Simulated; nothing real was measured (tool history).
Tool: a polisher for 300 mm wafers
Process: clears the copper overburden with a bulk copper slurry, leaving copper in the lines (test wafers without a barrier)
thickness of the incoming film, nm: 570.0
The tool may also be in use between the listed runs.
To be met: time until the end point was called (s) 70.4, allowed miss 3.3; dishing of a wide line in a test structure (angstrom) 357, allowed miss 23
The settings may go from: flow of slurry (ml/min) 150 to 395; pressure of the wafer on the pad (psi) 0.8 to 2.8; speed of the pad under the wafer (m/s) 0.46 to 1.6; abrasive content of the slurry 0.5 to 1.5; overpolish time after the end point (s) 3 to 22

run	hour	flow of slurry (ml/min)	pressure of the wafer on the pad (psi)	speed of the pad under the wafer (m/s)	abrasive content of the slurry	overpolish time after the end point (s)	time until the end point was called (s)	dishing of a wide line in a test structure (angstrom)
1	0	250	1.8	1.02	1	11	117.25	257.66
2	2.7	250	2	1.04	1	11	103.94	280.2
3	10.5	250	2.2	1.04	1	11	95.745	296.3
4	18.4	250	2.4	1.06	1	11	85.825	308.55
5	20.3	250	2.5	1.06	1	11	83.528	301.11
6	28.9	250	2.6	1.08	1	12	79.388	329.41
7	37	250	2.6	1.08	1	12	79.154	340.53
8	44.7	250	2.7	1.1	1	12	76.957	338.26
9	48.5	250	2.7	1.12	1	12	75.887	334.12

4 next moves are on the table. One of them brings every result within its allowed miss. Which?
A	52.3	255	2.7	1.04	1.05	14	?	?
B	52.3	315	2.8	1.12	0.9	9	?	?
C	52.3	225	2.8	1.22	1	8	?	?
D	52.3	265	2.8	1.14	1	14	?	?

move	time until the end point was called (s)	dishing of a wide line in a test structure (angstrom)
A	78.307	350.42
B	71.777	307.07
C	66.633	300.99
D	69.792	363.09
A: further off than the last run
B: brings the result that was furthest off to its target, and leaves another outside
C: takes the result that was furthest off past its target
D: meets every target
Answer: D

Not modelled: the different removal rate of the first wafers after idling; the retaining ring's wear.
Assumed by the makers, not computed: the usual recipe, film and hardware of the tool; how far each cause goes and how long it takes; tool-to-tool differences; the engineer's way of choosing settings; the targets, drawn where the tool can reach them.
